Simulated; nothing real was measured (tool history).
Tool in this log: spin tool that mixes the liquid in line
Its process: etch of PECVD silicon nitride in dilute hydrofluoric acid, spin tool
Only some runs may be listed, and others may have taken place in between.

run	day	temperature setpoint of the liquid (°C)	parts of water to one part of 49 % hydrofluoric acid (parts by volume)	time under the liquid (s)	thickness taken off the PECVD silicon nitride on a monitor wafer (angstrom)
1	0	25	120	265	52.462
2	0.108	26.5	120	265	57.937
3	0.225	26.5	100	265	70.344
4	0.358	27	100	265	72.284
5	0.421	27	100	285	78.022
6	0.533	27	60	285	129.49
7	0.633	25	60	285	113.22
8	0.854	24	60	285	106.18

What will run 9 give?
9	1.1	23	60	285	?

Run 9 measured thickness taken off the PECVD silicon nitride on a monitor wafer (angstrom) 97.77.
